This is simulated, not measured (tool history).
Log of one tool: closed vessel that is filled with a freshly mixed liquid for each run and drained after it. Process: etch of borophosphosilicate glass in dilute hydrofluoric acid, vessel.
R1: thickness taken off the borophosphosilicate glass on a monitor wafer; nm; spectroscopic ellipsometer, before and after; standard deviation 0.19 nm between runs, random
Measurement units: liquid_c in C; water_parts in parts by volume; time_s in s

{"run": 1, "hour": 0.0, "liquid_c": 24, "water_parts": 150, "time_s": 95, "R1": 26.694}
{"run": 2, "hour": 2.3, "liquid_c": 25, "water_parts": 145, "time_s": 95, "R1": 28.882}
{"run": 3, "hour": 7.5, "liquid_c": 25, "water_parts": 145, "time_s": 105, "R1": 32.003}
{"run": 4, "hour": 10.1, "liquid_c": 25, "water_parts": 165, "time_s": 105, "R1": 27.619}
{"run": 5, "hour": 14.2, "liquid_c": 27, "water_parts": 165, "time_s": 105, "R1": 29.467}
{"run": 6, "hour": 22.5, "liquid_c": 27.5, "water_parts": 160, "time_s": 105, "R1": 31.376}
{"run": 7, "hour": 25.3, "liquid_c": 28, "water_parts": 155, "time_s": 105, "R1": 32.915}
{"run": 8, "hour": 30.4, "liquid_c": 28.5, "water_parts": 150, "time_s": 105, "R1": 35.02}

The next listed run, before its measurement:
{"run": 9, "hour": 33.5, "liquid_c": 32, "water_parts": 135, "time_s": 105, "R1": "?"}

R1: 45.014 nm

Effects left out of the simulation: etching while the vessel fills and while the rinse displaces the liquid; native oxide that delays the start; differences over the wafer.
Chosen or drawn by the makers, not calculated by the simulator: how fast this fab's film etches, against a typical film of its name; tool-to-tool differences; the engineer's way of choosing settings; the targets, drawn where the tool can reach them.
